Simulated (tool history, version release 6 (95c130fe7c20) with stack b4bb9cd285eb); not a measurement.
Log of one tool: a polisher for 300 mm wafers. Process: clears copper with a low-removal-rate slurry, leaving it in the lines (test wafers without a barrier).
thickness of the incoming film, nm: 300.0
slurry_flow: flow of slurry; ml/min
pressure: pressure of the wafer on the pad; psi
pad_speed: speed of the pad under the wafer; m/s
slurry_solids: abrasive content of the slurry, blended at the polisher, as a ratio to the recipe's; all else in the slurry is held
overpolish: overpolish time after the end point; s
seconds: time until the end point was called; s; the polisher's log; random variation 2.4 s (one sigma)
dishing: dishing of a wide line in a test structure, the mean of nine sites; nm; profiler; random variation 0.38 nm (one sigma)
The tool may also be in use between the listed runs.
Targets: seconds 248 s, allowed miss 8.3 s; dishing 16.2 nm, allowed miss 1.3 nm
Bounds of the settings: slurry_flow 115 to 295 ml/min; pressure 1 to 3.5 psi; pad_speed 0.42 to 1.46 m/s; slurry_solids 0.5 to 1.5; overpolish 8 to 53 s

run,hour,slurry_flow,pressure,pad_speed,slurry_solids,overpolish,seconds,dishing
1,0,190,2.2,0.94,1,27,171.25,31.514
2,8.8,190,2.1,0.94,1,26,179.39,29.08
3,15.8,190,2.1,0.94,0.9,26,184.79,29.678
4,23.5,190,2,0.94,0.9,25,187.44,27.09
5,29.9,190,1.9,0.94,0.9,24,194.52,25.196
6,35.3,220,1.9,0.94,0.9,24,192.32,24.918
7,36.9,220,1.8,0.94,0.9,24,196.6,24.375
8,41.7,215,1.7,0.94,0.9,23,206.99,21.831
9,48.1,215,1.6,0.94,0.9,23,215.76,22.122
10,50.7,215,1.6,0.94,0.9,22,218.09,20.985
11,56.4,215,1.6,0.94,0.9,21,214,19.929

5 next moves are on the table. One of them brings every result within its allowed miss. Which?
A,62.1,145,1.1,1,1.1,27,?,?
B,62.1,195,1.5,0.9,0.95,27,?,?
C,62.1,255,1.3,0.98,1.05,20,?,?
D,62.1,210,1.1,1.08,0.9,19,?,?
E,62.1,260,1.3,0.84,0.85,25,?,?

move,seconds,dishing
A,275.12,20.52
B,239.63,23.487
C,232.97,18.244
D,251.28,16.155
E,275.7,19.186
A: takes the result that was furthest off past its target
B: further off than the last run
C: nearer than the last run, and not there yet
D: meets every target
E: takes the result that was furthest off past its target
Move D is the one to make.
